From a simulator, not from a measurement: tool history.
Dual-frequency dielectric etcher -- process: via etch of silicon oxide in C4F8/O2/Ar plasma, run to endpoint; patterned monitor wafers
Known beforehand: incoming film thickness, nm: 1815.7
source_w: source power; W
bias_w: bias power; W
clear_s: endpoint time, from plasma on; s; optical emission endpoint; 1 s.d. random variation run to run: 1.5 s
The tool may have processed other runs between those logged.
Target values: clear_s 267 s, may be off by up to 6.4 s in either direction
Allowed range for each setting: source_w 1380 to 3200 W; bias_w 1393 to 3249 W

Run 1, day 0: source_w 2290 W, bias_w 2321 W. Result: clear_s 318.81 s.
Run 2, day 0.15: source_w 1900 W, bias_w 2321 W. Result: clear_s 347.27 s.
Run 3, day 0.338: source_w 1900 W, bias_w 2467 W. Result: clear_s 339.1 s.
Run 4, day 0.679: source_w 2210 W, bias_w 2544 W. Result: clear_s 315.48 s.
Run 5, day 0.992: source_w 2210 W, bias_w 2242 W. Result: clear_s 327.7 s.
Run 6, day 1.217: source_w 2010 W, bias_w 2242 W. Result: clear_s 346.3 s.
Run 7, day 1.304: source_w 2320 W, bias_w 2302 W. Result: clear_s 319.93 s.
Run 8, day 1.512: source_w 2550 W, bias_w 2363 W. Result: clear_s 304.51 s.
Run 9, day 1.692: source_w 3010 W, bias_w 2650 W. Result: clear_s 278.97 s.

Of the 5 settings listed for the next run, only one would bring every result within its allowed miss of target. Which one?
Run A, day 1.871: source_w 2370 W, bias_w 2349 W. Result: clear_s ?.
Run B, day 1.871: source_w 3010 W, bias_w 2506 W. Result: clear_s ?.
Run C, day 1.871: source_w 3050 W, bias_w 2966 W. Result: clear_s ?.
Run D, day 1.871: source_w 3200 W, bias_w 3147 W. Result: clear_s ?.
Run E, day 1.871: source_w 3200 W, bias_w 3216 W. Result: clear_s ?.

move  clear_s
   A   315.78
   B   281.84
   C   266.17
   D   256.42
   E   254.66
A: moves away from the targets compared with the last run
B: moves away from the targets compared with the last run
C: each result inside its tolerance
D: takes the biggest miss from the last run beyond its target
E: takes the biggest miss from the last run beyond its target
Correct choice: C, which meets every target
